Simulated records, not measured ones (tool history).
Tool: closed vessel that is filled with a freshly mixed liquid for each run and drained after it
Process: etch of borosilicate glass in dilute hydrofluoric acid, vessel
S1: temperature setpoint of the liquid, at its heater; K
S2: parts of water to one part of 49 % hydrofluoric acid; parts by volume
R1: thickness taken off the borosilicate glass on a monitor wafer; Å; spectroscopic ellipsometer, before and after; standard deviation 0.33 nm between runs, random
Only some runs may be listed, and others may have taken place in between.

Run 1, hour 0.0: S1 298.15 K, S2 95 parts by volume, time in the liquid (s) 105. Result: R1 276.70 Å.
Run 2, hour 4.0: S1 298.15 K, S2 95 parts by volume, time in the liquid (s) 105. Result: R1 272.81 Å.
Run 3, hour 8.3: S1 298.15 K, S2 95 parts by volume, time in the liquid (s) 105. Result: R1 272.32 Å.
Run 4, hour 9.4: S1 298.15 K, S2 75 parts by volume, time in the liquid (s) 105. Result: R1 356.92 Å.
Run 5, hour 10.0: S1 298.65 K, S2 75 parts by volume, time in the liquid (s) 105. Result: R1 364.92 Å.
Run 6, hour 11.9: S1 298.65 K, S2 60 parts by volume, time in the liquid (s) 105. Result: R1 463.73 Å.
Run 7, hour 19.7: S1 297.65 K, S2 60 parts by volume, time in the liquid (s) 105. Result: R1 447.67 Å.
Run 8, hour 26.4: S1 296.15 K, S2 60 parts by volume, time in the liquid (s) 105. Result: R1 422.44 Å.
Run 9, hour 34.8: S1 295.15 K, S2 60 parts by volume, time in the liquid (s) 105. Result: R1 404.38 Å.

Run 10 comes next. What will it give?
Run 10, hour 35.9: S1 294.65 K, S2 60 parts by volume, time in the liquid (s) 105. Result: R1 ?.

Logged for run 10: R1 397.21 Å.
